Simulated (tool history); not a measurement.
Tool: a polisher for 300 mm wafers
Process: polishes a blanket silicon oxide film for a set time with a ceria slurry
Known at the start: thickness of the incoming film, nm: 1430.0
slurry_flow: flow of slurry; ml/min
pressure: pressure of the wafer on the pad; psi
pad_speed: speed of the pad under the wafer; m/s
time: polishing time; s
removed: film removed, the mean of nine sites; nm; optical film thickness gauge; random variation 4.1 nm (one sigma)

run    day  slurry_flow  pressure  pad_speed  time  removed
  1      0          165       4.1       1.08    59   360.02
  2  0.329          165       4.1       1.08    59   369.36
  3  0.538          165       4.1       1.08    59   363.86
  4  0.692          145       4.1       1.08    59   357.04
  5  0.792          145       4.1       1.22    59   411.51
  6  1.096          150       4.2       1.22    59   421.92
  7   1.35          155       4.3       1.22    59   426.46
  8  1.688          155       4.3       1.22    59   434.66
  9  1.838          160       4.3       1.22    59   426.48

Forecast run 10:
 10  1.958          160       4.4       1.22    59        ?

removed: 435.64 nm
